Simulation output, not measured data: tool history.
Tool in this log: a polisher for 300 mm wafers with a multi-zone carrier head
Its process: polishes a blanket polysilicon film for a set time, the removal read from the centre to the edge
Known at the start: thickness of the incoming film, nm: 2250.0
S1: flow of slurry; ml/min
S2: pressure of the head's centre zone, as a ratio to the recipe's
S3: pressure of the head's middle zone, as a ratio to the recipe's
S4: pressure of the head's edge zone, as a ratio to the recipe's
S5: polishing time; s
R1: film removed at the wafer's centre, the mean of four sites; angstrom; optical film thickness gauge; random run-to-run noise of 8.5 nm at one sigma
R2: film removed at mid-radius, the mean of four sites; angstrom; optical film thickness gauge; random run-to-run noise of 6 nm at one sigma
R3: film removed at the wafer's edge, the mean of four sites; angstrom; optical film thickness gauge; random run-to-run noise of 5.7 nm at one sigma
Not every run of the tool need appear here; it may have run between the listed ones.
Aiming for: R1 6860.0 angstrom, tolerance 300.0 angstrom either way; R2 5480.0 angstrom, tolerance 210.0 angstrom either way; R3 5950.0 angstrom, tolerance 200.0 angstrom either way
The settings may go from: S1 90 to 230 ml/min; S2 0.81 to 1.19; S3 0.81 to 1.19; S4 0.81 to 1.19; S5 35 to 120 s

| run | day | S1 | S2 | S3 | S4 | S5 | R1 | R2 | R3 |
|---|---|---|---|---|---|---|---|---|---|
| 1 | 0.000 | 150 | 1.00 | 1.00 | 1.00 | 77 | 5161.7 | 5046.0 | 5176.9 |
| 2 | 0.042 | 150 | 1.00 | 1.06 | 1.00 | 77 | 5150.8 | 5166.5 | 5191.8 |
| 3 | 0.196 | 170 | 1.00 | 1.06 | 1.00 | 77 | 5185.6 | 5344.0 | 5207.9 |
| 4 | 0.325 | 170 | 1.00 | 1.06 | 1.00 | 95 | 6429.7 | 6589.9 | 6365.3 |
| 5 | 0.421 | 170 | 1.00 | 1.06 | 1.00 | 110 | 7592.8 | 7628.2 | 7480.1 |
| 6 | 0.667 | 170 | 0.97 | 1.06 | 1.00 | 110 | 7256.5 | 7600.2 | 7320.6 |
| 7 | 0.962 | 165 | 0.98 | 1.02 | 0.97 | 107 | 7218.9 | 7245.9 | 7185.3 |
| 8 | 1.096 | 165 | 0.98 | 1.02 | 0.97 | 107 | 7201.0 | 7093.4 | 7105.4 |
| 9 | 1.271 | 165 | 0.99 | 1.00 | 0.95 | 105 | 7141.3 | 7048.2 | 6867.3 |
| 10 | 1.500 | 160 | 1.00 | 0.97 | 0.94 | 103 | 6879.1 | 6580.2 | 6610.2 |
| 11 | 1.729 | 160 | 1.00 | 0.97 | 0.94 | 103 | 6933.0 | 6576.4 | 6733.7 |
| 12 | 2.004 | 155 | 1.02 | 0.95 | 0.92 | 102 | 6938.8 | 6411.5 | 6541.0 |
| 13 | 2.229 | 150 | 1.03 | 0.93 | 0.91 | 101 | 6994.8 | 6074.8 | 6384.5 |
| 14 | 2.442 | 145 | 1.03 | 0.92 | 0.90 | 101 | 6964.3 | 6069.2 | 6360.7 |
| 15 | 2.500 | 140 | 1.03 | 0.91 | 0.89 | 101 | 6683.4 | 6027.3 | 6371.6 |
| 16 | 2.629 | 140 | 1.04 | 0.90 | 0.88 | 100 | 6850.3 | 5860.4 | 6344.9 |
| 17 | 2.871 | 140 | 1.05 | 0.90 | 0.87 | 99 | 6860.8 | 5659.5 | 6113.3 |

Exercise: of the 5 proposed moves below, exactly one satisfies all targets within the stated allowed misses. Which move is it?
| A | 3.112 | 160 | 1.00 | 0.97 | 0.86 | 97 | ? | ? | ? |
| B | 3.112 | 130 | 1.02 | 0.81 | 0.97 | 96 | ? | ? | ? |
| C | 3.112 | 175 | 1.09 | 1.00 | 0.90 | 93 | ? | ? | ? |
| D | 3.112 | 135 | 1.08 | 0.82 | 0.93 | 100 | ? | ? | ? |
| E | 3.112 | 100 | 1.12 | 0.88 | 0.86 | 101 | ? | ? | ? |

| move | R1 | R2 | R3 |
|---|---|---|---|
| A | 6556.4 | 6194.7 | 6148.9 |
| B | 6347.9 | 5092.3 | 6282.9 |
| C | 6965.7 | 6176.0 | 6077.3 |
| D | 7060.3 | 5394.0 | 6447.1 |
| E | 6904.9 | 5431.7 | 6017.1 |
A: the biggest miss grows against the last run
B: moves the result that the last run missed by most past its target, out the other side
C: the biggest miss grows against the last run
D: brings the result that was furthest off to its target, and leaves another outside
E: all results in spec
Answer: E
